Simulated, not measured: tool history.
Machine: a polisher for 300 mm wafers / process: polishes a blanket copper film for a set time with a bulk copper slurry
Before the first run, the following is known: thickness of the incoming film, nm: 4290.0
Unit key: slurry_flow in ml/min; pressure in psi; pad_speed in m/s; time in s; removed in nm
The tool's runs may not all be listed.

run,day,slurry_flow,pressure,pad_speed,slurry_solids,time,removed
1,0.000,250,2.4,0.86,1.00,28,223.84
2,0.112,250,2.7,0.86,1.00,28,249.59
3,0.242,250,2.7,0.86,0.80,28,237.05
4,0.450,250,2.7,0.86,0.95,28,251.75
5,0.671,250,2.9,0.86,0.95,28,260.08
6,0.829,250,3.1,0.90,0.95,28,298.09
7,0.988,250,3.2,0.92,0.95,28,312.77

What will run 8 give?
8,1.092,250,3.3,0.94,0.95,28,?

{"run 8": {"removed": 329.77}}

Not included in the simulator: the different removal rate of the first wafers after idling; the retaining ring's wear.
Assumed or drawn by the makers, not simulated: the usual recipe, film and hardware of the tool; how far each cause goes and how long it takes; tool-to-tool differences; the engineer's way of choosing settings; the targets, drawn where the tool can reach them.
